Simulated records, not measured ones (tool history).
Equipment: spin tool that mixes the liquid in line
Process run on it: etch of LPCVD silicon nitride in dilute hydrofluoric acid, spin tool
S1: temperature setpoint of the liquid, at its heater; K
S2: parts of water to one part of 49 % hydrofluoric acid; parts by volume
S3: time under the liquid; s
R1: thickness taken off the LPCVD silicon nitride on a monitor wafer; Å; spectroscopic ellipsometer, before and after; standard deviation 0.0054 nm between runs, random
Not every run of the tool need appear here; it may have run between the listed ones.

Run 1, hour 0: S1 297.15 K, S2 45 parts by volume, S3 55 s. Result: R1 5.6577 Å.
Run 2, hour 2.3: S1 296.15 K, S2 50 parts by volume, S3 55 s. Result: R1 4.9373 Å.
Run 3, hour 4: S1 296.15 K, S2 50 parts by volume, S3 55 s. Result: R1 4.9036 Å.
Run 4, hour 7.1: S1 295.15 K, S2 55 parts by volume, S3 55 s. Result: R1 4.0617 Å.
Run 5, hour 12.9: S1 294.15 K, S2 55 parts by volume, S3 55 s. Result: R1 3.702 Å.
Run 6, hour 17.1: S1 294.15 K, S2 45 parts by volume, S3 55 s. Result: R1 4.6936 Å.
Run 7, hour 18.9: S1 293.65 K, S2 50 parts by volume, S3 55 s. Result: R1 3.9753 Å.
Run 8, hour 23.6: S1 290.15 K, S2 60 parts by volume, S3 50 s. Result: R1 2.4357 Å.

The next listed run, before its measurement:
Run 9, hour 30.6: S1 290.65 K, S2 60 parts by volume, S3 50 s. Result: R1 ?.

R1: 2.4539 Å

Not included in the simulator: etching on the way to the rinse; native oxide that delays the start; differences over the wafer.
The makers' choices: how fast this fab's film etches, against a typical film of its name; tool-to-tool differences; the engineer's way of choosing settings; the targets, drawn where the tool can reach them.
